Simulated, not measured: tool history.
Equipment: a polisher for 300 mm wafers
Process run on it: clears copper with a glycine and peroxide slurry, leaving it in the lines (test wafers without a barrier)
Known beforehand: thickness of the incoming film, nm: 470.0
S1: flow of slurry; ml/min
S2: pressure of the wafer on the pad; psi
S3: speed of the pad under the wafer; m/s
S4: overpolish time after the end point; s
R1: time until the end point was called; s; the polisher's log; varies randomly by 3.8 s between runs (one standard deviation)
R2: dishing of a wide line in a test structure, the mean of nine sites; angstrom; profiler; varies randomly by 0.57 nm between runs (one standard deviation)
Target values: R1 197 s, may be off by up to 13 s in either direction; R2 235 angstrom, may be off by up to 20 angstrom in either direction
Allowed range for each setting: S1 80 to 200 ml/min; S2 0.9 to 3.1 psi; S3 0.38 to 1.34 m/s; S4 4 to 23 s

run,hour,S1,S2,S3,S4,R1,R2
1,0,130,2,0.86,12,136.61,334.11
2,1.7,130,2,0.86,17,133.9,443.64
3,4.5,130,1.9,0.86,16,136.4,415.81
4,12.3,145,1.9,0.86,16,135.95,430.48
5,16.7,130,1.9,0.86,16,140.91,429.13
6,19.7,105,1.9,0.86,16,148.98,407.64
7,22.7,105,1.8,0.84,15,154.04,370.99
8,25.9,105,1.2,0.76,11,206.24,209.74

4 candidate next runs follow, results not yet known. Just one meets every target within its allowed miss. Identify it.
A,29.1,105,1.9,0.44,18,?,?
B,29.1,140,0.9,0.7,14,?,?
C,29.1,110,0.9,0.78,12,?,?
D,29.1,90,1.3,0.82,12,?,?

move,R1,R2
A,223.6,303.55
B,222.89,236.77
C,221.49,205.52
D,192.91,234.6
A: carries the result that was furthest off beyond its target, to the other side
B: puts the biggest miss on target and leaves a different result outside tolerance
C: misses by more than the last run did
D: hits every target within its allowed miss
The move that meets every target is D.
